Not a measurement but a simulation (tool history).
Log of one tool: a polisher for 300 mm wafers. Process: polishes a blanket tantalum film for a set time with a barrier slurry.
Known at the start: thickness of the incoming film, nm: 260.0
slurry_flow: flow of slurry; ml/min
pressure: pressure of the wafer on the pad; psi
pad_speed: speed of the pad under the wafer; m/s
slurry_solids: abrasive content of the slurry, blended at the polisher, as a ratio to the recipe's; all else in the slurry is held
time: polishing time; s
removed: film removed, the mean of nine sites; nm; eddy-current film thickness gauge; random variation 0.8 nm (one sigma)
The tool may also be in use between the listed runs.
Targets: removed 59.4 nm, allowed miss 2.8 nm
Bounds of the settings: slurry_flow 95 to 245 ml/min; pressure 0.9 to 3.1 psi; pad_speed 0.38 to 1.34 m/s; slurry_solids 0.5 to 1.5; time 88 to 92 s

run 1 day=0 | slurry_flow=155 pressure=2 pad_speed=0.86 slurry_solids=1 time=88 | removed=108.41
run 2 day=0.125 | slurry_flow=175 pressure=2 pad_speed=0.86 slurry_solids=1 time=88 | removed=111.64
run 3 day=0.271 | slurry_flow=175 pressure=2 pad_speed=0.68 slurry_solids=1 time=88 | removed=90.734
run 4 day=0.404 | slurry_flow=175 pressure=2 pad_speed=0.56 slurry_solids=1 time=88 | removed=78.835
run 5 day=0.479 | slurry_flow=175 pressure=2 pad_speed=0.56 slurry_solids=0.9 time=88 | removed=78.908
run 6 day=0.817 | slurry_flow=150 pressure=2 pad_speed=0.56 slurry_solids=0.9 time=88 | removed=75.965
run 7 day=1.129 | slurry_flow=150 pressure=1.9 pad_speed=0.56 slurry_solids=0.9 time=88 | removed=73.08
run 8 day=1.496 | slurry_flow=150 pressure=1.8 pad_speed=0.56 slurry_solids=0.9 time=88 | removed=68.979
run 9 day=1.733 | slurry_flow=150 pressure=1.8 pad_speed=0.56 slurry_solids=0.9 time=88 | removed=69.717

4 next moves are on the table. One of them brings every result within its allowed miss. Which?
run A day=1.971 | slurry_flow=145 pressure=1.6 pad_speed=0.58 slurry_solids=0.7 time=89 | removed=?
run B day=1.971 | slurry_flow=155 pressure=1.4 pad_speed=0.54 slurry_solids=0.9 time=88 | removed=?
run C day=1.971 | slurry_flow=130 pressure=1.5 pad_speed=0.72 slurry_solids=1.15 time=92 | removed=?
run D day=1.971 | slurry_flow=155 pressure=1.6 pad_speed=0.48 slurry_solids=0.8 time=88 | removed=?

move=A removed=58.645
move=B removed=53.004
move=C removed=75.155
move=D removed=53.406
A: meets every target
B: takes the result that was furthest off past its target
C: further off than the last run
D: takes the result that was furthest off past its target
The right move is A.
